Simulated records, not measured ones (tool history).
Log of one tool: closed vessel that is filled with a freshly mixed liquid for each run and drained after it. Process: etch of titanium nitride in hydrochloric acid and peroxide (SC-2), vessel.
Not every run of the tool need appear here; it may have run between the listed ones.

run	hour	temperature setpoint of the liquid (C)	parts of water to one part each of 37 % hydrochloric acid and 30 % peroxide (parts by volume)	time in the liquid (s)	thickness taken off the titanium nitride on a monitor wafer (angstrom)
1	0.0	55.0	9.5	50	23.595
2	2.4	55.5	9.5	50	24.612
3	10.4	57.0	9.5	50	27.013
4	11.0	57.0	9.5	50	27.125
5	19.7	57.0	11.0	50	23.792
6	23.1	57.0	12.5	50	21.312

Predict the results of run 7:
7	31.7	57.5	12.5	50	?

thickness taken off the titanium nitride on a monitor wafer (angstrom): 22.124

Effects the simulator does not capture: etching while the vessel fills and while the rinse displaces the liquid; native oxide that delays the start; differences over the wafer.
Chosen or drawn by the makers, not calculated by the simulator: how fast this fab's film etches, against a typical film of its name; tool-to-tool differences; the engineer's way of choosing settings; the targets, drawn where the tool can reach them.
